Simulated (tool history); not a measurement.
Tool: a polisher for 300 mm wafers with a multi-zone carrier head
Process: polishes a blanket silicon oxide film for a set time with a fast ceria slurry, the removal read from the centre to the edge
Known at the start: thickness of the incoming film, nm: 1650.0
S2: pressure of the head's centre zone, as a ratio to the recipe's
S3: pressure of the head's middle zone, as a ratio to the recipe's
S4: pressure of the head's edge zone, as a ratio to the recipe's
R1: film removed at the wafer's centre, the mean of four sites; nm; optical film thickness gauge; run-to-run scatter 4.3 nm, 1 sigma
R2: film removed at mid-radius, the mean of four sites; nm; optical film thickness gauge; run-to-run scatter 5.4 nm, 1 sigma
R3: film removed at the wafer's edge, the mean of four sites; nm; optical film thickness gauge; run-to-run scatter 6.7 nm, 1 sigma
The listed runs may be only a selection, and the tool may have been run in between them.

run 1 hour=0 | flow_of_slurry_(ml/min)=250 S2=1 S3=1 S4=1 polishing_time_(s)=41 | R1=722.13 R2=656.37 R3=626.87
run 2 hour=5.2 | flow_of_slurry_(ml/min)=250 S2=1.05 S3=1 S4=1 polishing_time_(s)=41 | R1=753.11 R2=651.82 R3=622.55
run 3 hour=13.6 | flow_of_slurry_(ml/min)=235 S2=0.98 S3=0.99 S4=1.01 polishing_time_(s)=37 | R1=619.3 R2=570.74 R3=584.2
run 4 hour=17.6 | flow_of_slurry_(ml/min)=235 S2=0.98 S3=0.99 S4=1.01 polishing_time_(s)=32 | R1=549.3 R2=510.85 R3=489.99
run 5 hour=19.6 | flow_of_slurry_(ml/min)=235 S2=0.91 S3=0.99 S4=1.01 polishing_time_(s)=32 | R1=509.68 R2=502.05 R3=499.74
run 6 hour=22.3 | flow_of_slurry_(ml/min)=230 S2=0.88 S3=0.99 S4=1 polishing_time_(s)=31 | R1=481.42 R2=489.44 R3=492.33
run 7 hour=30.4 | flow_of_slurry_(ml/min)=225 S2=0.86 S3=0.99 S4=0.99 polishing_time_(s)=30 | R1=447.6 R2=476.79 R3=466.9
run 8 hour=34.9 | flow_of_slurry_(ml/min)=215 S2=0.86 S3=0.98 S4=0.99 polishing_time_(s)=30 | R1=440.82 R2=478.53 R3=468.52

Run 9 is up next; what results do you expect?
run 9 hour=42.9 | flow_of_slurry_(ml/min)=210 S2=0.85 S3=0.93 S4=0.99 polishing_time_(s)=29 | R1=? R2=? R3=?

Run 9 came out at R1 426.52 nm, R2 441.61 nm, R3 437.62 nm.
